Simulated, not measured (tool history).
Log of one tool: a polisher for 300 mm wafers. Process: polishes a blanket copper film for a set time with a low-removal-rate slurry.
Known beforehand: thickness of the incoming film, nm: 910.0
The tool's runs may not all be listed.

run  hour  flow of slurry (ml/min)  pressure of the wafer on the pad (psi)  speed of the pad under the wafer (cm/s)  abrasive content of the slurry  polishing time (s)  film removed (Å)
  1     0                      145                                     2.6                                       98                               1                  19            553.18
  2   5.9                      165                                     2.6                                       98                               1                  19            553.99
  3   8.6                      165                                     2.6                                       82                               1                  19            460.78
  4  12.4                      165                                     2.6                                       94                               1                  19            530.07
  5  18.7                      185                                     2.6                                       94                               1                  19             564.1
  6  21.5                      190                                     2.7                                       94                               1                  19             564.4

Expected results for the next run?
  7  30.3                      190                                     2.8                                       94                               1                  19                 ?

film removed (Å): 602.06
